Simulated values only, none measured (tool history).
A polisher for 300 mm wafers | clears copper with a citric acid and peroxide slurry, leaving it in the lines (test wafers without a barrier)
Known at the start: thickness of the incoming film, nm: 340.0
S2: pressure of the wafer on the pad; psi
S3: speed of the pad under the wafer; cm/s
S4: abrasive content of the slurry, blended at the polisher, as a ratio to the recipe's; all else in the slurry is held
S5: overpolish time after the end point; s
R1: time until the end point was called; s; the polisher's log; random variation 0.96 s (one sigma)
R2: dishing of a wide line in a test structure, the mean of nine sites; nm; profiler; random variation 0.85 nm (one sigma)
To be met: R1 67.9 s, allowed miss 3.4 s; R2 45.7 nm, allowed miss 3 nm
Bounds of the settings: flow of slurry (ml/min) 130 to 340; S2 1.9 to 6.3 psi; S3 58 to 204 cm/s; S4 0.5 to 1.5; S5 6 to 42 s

Run 1, hour 0: flow of slurry (ml/min) 220, S2 4.1 psi, S3 130 cm/s, S4 1, S5 21 s. Result: R1 76.225 s, R2 65.135 nm.
Run 2, hour 2.2: flow of slurry (ml/min) 220, S2 4.1 psi, S3 130 cm/s, S4 1, S5 16 s. Result: R1 78.963 s, R2 49.608 nm.
Run 3, hour 6: flow of slurry (ml/min) 220, S2 4.1 psi, S3 130 cm/s, S4 1, S5 22 s. Result: R1 78.879 s, R2 66.322 nm.
Run 4, hour 9.1: flow of slurry (ml/min) 220, S2 4.5 psi, S3 130 cm/s, S4 1, S5 22 s. Result: R1 71.37 s, R2 72.311 nm.
Run 5, hour 12.3: flow of slurry (ml/min) 220, S2 4.5 psi, S3 130 cm/s, S4 1.1, S5 22 s. Result: R1 70.386 s, R2 74.016 nm.
Run 6, hour 21.2: flow of slurry (ml/min) 220, S2 4.5 psi, S3 130 cm/s, S4 1.1, S5 20 s. Result: R1 68.563 s, R2 68.054 nm.
Run 7, hour 24.1: flow of slurry (ml/min) 220, S2 4.5 psi, S3 130 cm/s, S4 1.1, S5 18 s. Result: R1 69.345 s, R2 64.968 nm.
Run 8, hour 31.8: flow of slurry (ml/min) 220, S2 4.5 psi, S3 132 cm/s, S4 1.05, S5 16 s. Result: R1 68.451 s, R2 57.64 nm.
Run 9, hour 34.9: flow of slurry (ml/min) 220, S2 4.5 psi, S3 132 cm/s, S4 1.05, S5 15 s. Result: R1 70.495 s, R2 52.423 nm.
Run 10, hour 37.9: flow of slurry (ml/min) 220, S2 4.6 psi, S3 132 cm/s, S4 1.05, S5 14 s. Result: R1 68.567 s, R2 51.938 nm.

5 next moves are on the table. One of them brings every result within its allowed miss. Which?
Run A, hour 40.9: flow of slurry (ml/min) 230, S2 4.5 psi, S3 140 cm/s, S4 1.1, S5 14 s. Result: R1 ?, R2 ?.
Run B, hour 40.9: flow of slurry (ml/min) 230, S2 4.2 psi, S3 130 cm/s, S4 1.15, S5 20 s. Result: R1 ?, R2 ?.
Run C, hour 40.9: flow of slurry (ml/min) 230, S2 4.6 psi, S3 116 cm/s, S4 1.3, S5 17 s. Result: R1 ?, R2 ?.
Run D, hour 40.9: flow of slurry (ml/min) 235, S2 4.8 psi, S3 126 cm/s, S4 0.95, S5 12 s. Result: R1 ?, R2 ?.
Run E, hour 40.9: flow of slurry (ml/min) 215, S2 4.9 psi, S3 128 cm/s, S4 1.15, S5 14 s. Result: R1 ?, R2 ?.

move      R1      R2
   A  64.787  51.169
   B  73.077  61.979
   C  71.773  55.364
   D  67.905  43.144
   E   64.14  51.842
A: nearer than the last run, and not there yet
B: further off than the last run
C: further off than the last run
D: meets every target
E: as far off as the last run
The right move is D.
